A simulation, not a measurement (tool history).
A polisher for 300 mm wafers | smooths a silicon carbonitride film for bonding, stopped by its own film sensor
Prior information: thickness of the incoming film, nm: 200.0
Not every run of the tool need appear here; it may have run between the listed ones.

| run | hour | flow of slurry (ml/min) | pressure of the wafer on the pad (kPa) | speed of the pad under the wafer (cm/s) | abrasive content of the slurry | target thickness at which the film sensor stops the polish (Å) | time until the film sensor stopped the polish (s) |
|---|---|---|---|---|---|---|---|
| 1 | 0 | 260 | 17.2 | 116 | 1 | 1680 | 77.137 |
| 2 | 4.5 | 260 | 17.9 | 116 | 1 | 1680 | 73.473 |
| 3 | 11.7 | 260 | 14.5 | 116 | 1 | 1680 | 90.771 |
| 4 | 17.3 | 260 | 14.5 | 138 | 1 | 1680 | 81.28 |
| 5 | 18.9 | 260 | 15.9 | 138 | 1 | 1680 | 73.997 |
| 6 | 22.2 | 260 | 15.9 | 138 | 1 | 1660 | 77.983 |
| 7 | 27.1 | 260 | 16.5 | 138 | 1 | 1660 | 75.498 |
| 8 | 34.9 | 260 | 17.2 | 138 | 1 | 1660 | 72.297 |
| 9 | 40 | 260 | 17.9 | 138 | 1 | 1660 | 69.356 |
| 10 | 44.7 | 260 | 18.6 | 138 | 1 | 1660 | 65.892 |

Estimate the outcome of run 11 from the log above:
| 11 | 48.1 | 260 | 18.6 | 138 | 1 | 1660 | ? |

time until the film sensor stopped the polish (s): 67.059
